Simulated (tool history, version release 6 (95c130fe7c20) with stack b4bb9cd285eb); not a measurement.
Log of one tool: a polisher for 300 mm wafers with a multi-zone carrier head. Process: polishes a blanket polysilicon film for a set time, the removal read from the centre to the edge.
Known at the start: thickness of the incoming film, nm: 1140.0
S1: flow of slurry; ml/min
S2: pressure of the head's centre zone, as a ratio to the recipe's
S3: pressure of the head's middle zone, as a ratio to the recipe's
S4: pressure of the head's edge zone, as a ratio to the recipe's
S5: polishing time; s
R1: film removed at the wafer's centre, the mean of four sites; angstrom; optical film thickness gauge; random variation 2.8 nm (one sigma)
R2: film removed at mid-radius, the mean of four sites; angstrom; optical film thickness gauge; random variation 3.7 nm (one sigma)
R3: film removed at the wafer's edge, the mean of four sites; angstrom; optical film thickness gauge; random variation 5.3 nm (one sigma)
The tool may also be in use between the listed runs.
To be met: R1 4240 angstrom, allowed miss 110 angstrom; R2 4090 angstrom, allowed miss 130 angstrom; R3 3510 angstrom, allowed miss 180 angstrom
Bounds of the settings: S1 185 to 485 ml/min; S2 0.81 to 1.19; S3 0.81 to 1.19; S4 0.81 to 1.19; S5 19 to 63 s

run,hour,S1,S2,S3,S4,S5,R1,R2,R3
1,0,310,1,1,1,41,4653.6,4646.1,4747.7
2,6.5,350,1,1,1,41,4659.1,4678.1,4652.6
3,13.2,350,1,1,1,35,4010.7,3971,3992.2
4,19,350,1.07,1,1,35,4204.5,3948.5,3982
5,21.9,360,1.08,1.01,0.98,35,4223.7,4017.3,4111.8
6,28.8,360,1.08,1.01,0.98,40,4896.3,4559.4,4567.5
7,34.5,380,1.09,1.03,0.95,39,4770.3,4495.9,4309.3
8,42,390,1.09,1.03,0.93,38,4660.3,4439.6,4194.5
9,47.2,400,1.09,1.03,0.91,37,4526.7,4323.9,4076.2
10,50.8,410,1.1,1.04,0.89,36,4469.9,4204,3966.3
11,53.9,415,1.11,1.05,0.88,35,4439.1,4203.5,3741.2
12,62.7,415,1.11,1.05,0.87,35,4371.7,4215.1,3769.8

5 next moves are on the table. One of them brings every result within its allowed miss. Which?
A,71.5,335,1.07,1.11,0.88,33,?,?,?
B,71.5,475,1.16,1.12,0.87,32,?,?,?
C,71.5,380,1.19,1.03,0.91,32,?,?,?
D,71.5,440,1.19,1.16,0.81,30,?,?,?
E,71.5,345,1.18,1.04,0.87,34,?,?,?

move,R1,R2,R3
A,3935,4035.2,3493.1
B,4173.6,4019.2,3421.2
C,4204.4,3712.5,3464
D,3981.1,3860.1,3093.9
E,4407.7,3952.4,3588.1
A: brings the result that was furthest off to its target, and leaves another outside
B: meets every target
C: brings the result that was furthest off to its target, and leaves another outside
D: takes the result that was furthest off past its target
E: brings the result that was furthest off to its target, and leaves another outside
The right move is B.
